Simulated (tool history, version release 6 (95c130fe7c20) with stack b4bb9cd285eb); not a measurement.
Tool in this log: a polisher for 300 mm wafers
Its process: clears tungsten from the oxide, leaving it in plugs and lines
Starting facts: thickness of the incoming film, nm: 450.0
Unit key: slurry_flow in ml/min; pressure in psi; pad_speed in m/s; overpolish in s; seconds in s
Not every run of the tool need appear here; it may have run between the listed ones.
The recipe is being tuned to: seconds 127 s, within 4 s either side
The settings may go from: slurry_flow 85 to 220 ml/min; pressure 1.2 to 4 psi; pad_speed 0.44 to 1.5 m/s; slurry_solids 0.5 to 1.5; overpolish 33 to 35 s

run  hour  slurry_flow  pressure  pad_speed  slurry_solids  overpolish  seconds
  1     0          140       2.6       0.96              1          33   192.72
  2   6.3          145       2.7       0.96              1          33   185.88
  3     8          145       2.7       0.96            1.2          33    179.6
  4  14.8          145       2.3       0.96            1.2          33   198.77
  5    19          145       2.3       0.96            1.3          33   196.99
  6  23.6          145       2.6       0.96            1.3          33    183.7
  7  27.4          150       2.8       0.96            1.3          33   168.41
  8  30.9          155       2.9       0.96            1.3          33   164.71
  9  33.8          155         3       0.96            1.3          33   158.66
 10  40.3          160       3.1       0.96            1.3          33   156.25
 11    48          160       3.2       0.96            1.3          33   150.49
 12  55.1          160       3.3       0.96            1.3          33   149.07
 13  56.7          160       3.4       0.96            1.3          33    144.2
     61.4  -- worn pad replaced by a new one
 14  61.4          160       3.5       0.96            1.3          33   132.82

Which of these 5 next moves meets every target?
  A  66.1          155       3.2       0.98           1.35          34        ?
  B  66.1          180       3.6       1.06           1.15          33        ?
  C  66.1          195       3.4        0.9            1.3          33        ?
  D  66.1          150       3.5       1.08            1.4          33        ?
  E  66.1          120         4       0.92           1.45          35        ?

move  seconds
   A   140.93
   B   120.79
   C   142.22
   D   119.27
   E   130.01
A: lands further from the targets than the last run did
B: moves the result that the last run missed by most past its target, out the other side
C: lands further from the targets than the last run did
D: moves the result that the last run missed by most past its target, out the other side
E: hits every target within its allowed miss
So the answer is move E, the one that meets all the targets.

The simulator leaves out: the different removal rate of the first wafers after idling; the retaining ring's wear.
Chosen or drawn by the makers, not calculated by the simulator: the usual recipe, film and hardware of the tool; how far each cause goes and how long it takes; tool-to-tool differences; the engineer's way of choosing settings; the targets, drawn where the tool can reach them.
